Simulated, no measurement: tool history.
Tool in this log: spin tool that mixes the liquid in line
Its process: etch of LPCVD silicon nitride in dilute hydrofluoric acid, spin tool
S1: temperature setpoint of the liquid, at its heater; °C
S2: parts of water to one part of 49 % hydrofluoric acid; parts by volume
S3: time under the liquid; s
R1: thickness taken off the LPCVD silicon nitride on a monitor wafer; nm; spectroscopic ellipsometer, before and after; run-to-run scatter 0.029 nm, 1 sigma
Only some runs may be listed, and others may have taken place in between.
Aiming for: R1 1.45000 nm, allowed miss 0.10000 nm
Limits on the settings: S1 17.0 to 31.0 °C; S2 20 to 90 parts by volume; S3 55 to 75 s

run 1 day=0.000 | S1=23.0 S2=50 S3=75 | R1=0.73217
run 2 day=0.192 | S1=23.0 S2=50 S3=55 | R1=0.55927
run 3 day=0.421 | S1=24.0 S2=45 S3=55 | R1=0.66411
run 4 day=0.762 | S1=24.5 S2=40 S3=60 | R1=0.81407
run 5 day=0.929 | S1=21.5 S2=40 S3=60 | R1=0.67201
run 6 day=1.179 | S1=22.5 S2=40 S3=60 | R1=0.72644
run 7 day=1.312 | S1=23.5 S2=40 S3=60 | R1=0.77576
run 8 day=1.483 | S1=24.5 S2=40 S3=60 | R1=0.84914
run 9 day=1.638 | S1=25.5 S2=40 S3=60 | R1=0.87745
run 10 day=1.683 | S1=26.0 S2=40 S3=60 | R1=0.92736
run 11 day=1.825 | S1=26.5 S2=40 S3=60 | R1=0.93043
run 12 day=2.129 | S1=27.0 S2=40 S3=60 | R1=0.98560
run 13 day=2.471 | S1=27.5 S2=40 S3=60 | R1=1.04950
run 14 day=2.679 | S1=28.0 S2=40 S3=60 | R1=1.04710
run 15 day=2.842 | S1=28.5 S2=40 S3=60 | R1=1.06710
run 16 day=2.950 | S1=29.0 S2=40 S3=60 | R1=1.14210

Of the 5 settings listed for the next run, only one would bring every result within its allowed miss of target. Which one?
run A day=3.058 | S1=29.0 S2=45 S3=55 | R1=?
run B day=3.058 | S1=30.0 S2=40 S3=60 | R1=?
run C day=3.058 | S1=31.0 S2=40 S3=70 | R1=?
run D day=3.058 | S1=31.0 S2=35 S3=75 | R1=?
run E day=3.058 | S1=29.5 S2=55 S3=60 | R1=?

move=A R1=0.93855
move=B R1=1.22730
move=C R1=1.52840
move=D R1=1.86670
move=E R1=0.86811
A: moves away from the targets compared with the last run
B: nearer the targets than the last run, but a result is still out of spec
C: every result within its allowed miss
D: pushes the last run's worst result past its target
E: moves away from the targets compared with the last run
Go with C: it meets all targets.

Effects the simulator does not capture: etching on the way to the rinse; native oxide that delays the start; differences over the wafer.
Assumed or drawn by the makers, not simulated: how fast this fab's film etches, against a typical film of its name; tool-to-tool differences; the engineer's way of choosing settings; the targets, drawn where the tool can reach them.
